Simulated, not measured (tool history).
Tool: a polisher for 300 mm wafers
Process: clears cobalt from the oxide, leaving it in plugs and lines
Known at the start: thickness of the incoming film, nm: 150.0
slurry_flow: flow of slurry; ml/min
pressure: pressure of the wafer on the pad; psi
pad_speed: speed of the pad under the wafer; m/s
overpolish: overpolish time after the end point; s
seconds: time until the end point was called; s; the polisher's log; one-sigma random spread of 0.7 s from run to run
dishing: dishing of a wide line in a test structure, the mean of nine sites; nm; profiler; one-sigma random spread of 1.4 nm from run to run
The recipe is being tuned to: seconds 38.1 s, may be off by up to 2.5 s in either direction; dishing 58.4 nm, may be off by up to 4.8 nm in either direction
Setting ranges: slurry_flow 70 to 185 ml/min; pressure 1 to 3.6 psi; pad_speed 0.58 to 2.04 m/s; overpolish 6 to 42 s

Run 1, hour 0: slurry_flow 120 ml/min, pressure 2.3 psi, pad_speed 1.3 m/s, overpolish 21 s. Result: seconds 21.903 s, dishing 58.182 nm.
Run 2, hour 0.6: slurry_flow 135 ml/min, pressure 2.3 psi, pad_speed 1.3 m/s, overpolish 21 s. Result: seconds 22.715 s, dishing 58.568 nm.
Run 3, hour 1.1: slurry_flow 135 ml/min, pressure 2.1 psi, pad_speed 1.3 m/s, overpolish 21 s. Result: seconds 23.313 s, dishing 57.963 nm.
Run 4, hour 6.4: slurry_flow 135 ml/min, pressure 2 psi, pad_speed 1.28 m/s, overpolish 22 s. Result: seconds 25.308 s, dishing 56.262 nm.
Run 5, hour 7.8: slurry_flow 135 ml/min, pressure 2 psi, pad_speed 1.28 m/s, overpolish 13 s. Result: seconds 25.617 s, dishing 48.043 nm.
Run 6, hour 10.9: slurry_flow 135 ml/min, pressure 2 psi, pad_speed 1.28 m/s, overpolish 22 s. Result: seconds 25.198 s, dishing 56.809 nm.
Run 7, hour 18.3: slurry_flow 135 ml/min, pressure 1.9 psi, pad_speed 1.26 m/s, overpolish 23 s. Result: seconds 27.6 s, dishing 54.66 nm.
Run 8, hour 25: slurry_flow 135 ml/min, pressure 1.8 psi, pad_speed 1.26 m/s, overpolish 24 s. Result: seconds 28.803 s, dishing 54.282 nm.
Run 9, hour 26.4: slurry_flow 135 ml/min, pressure 1.8 psi, pad_speed 1.26 m/s, overpolish 24 s. Result: seconds 28.634 s, dishing 53.558 nm.

Below are 4 possible settings for the next run. Only one of them brings all results inside the allowed miss of their targets. Which is it?
Run A, hour 27.8: slurry_flow 125 ml/min, pressure 1.7 psi, pad_speed 1.92 m/s, overpolish 23 s. Result: seconds ?, dishing ?.
Run B, hour 27.8: slurry_flow 135 ml/min, pressure 2 psi, pad_speed 1.42 m/s, overpolish 17 s. Result: seconds ?, dishing ?.
Run C, hour 27.8: slurry_flow 145 ml/min, pressure 1.4 psi, pad_speed 1.2 m/s, overpolish 38 s. Result: seconds ?, dishing ?.
Run D, hour 27.8: slurry_flow 150 ml/min, pressure 2.1 psi, pad_speed 1.34 m/s, overpolish 20 s. Result: seconds ?, dishing ?.

move  seconds  dishing
   A   20.235   58.715
   B    22.95   52.804
   C   37.643   57.794
   D   22.849    55.54
A: its largest miss is bigger than the last run's
B: its largest miss is bigger than the last run's
C: in spec on every target
D: its largest miss is bigger than the last run's
So the answer is move C, the one that meets all the targets.
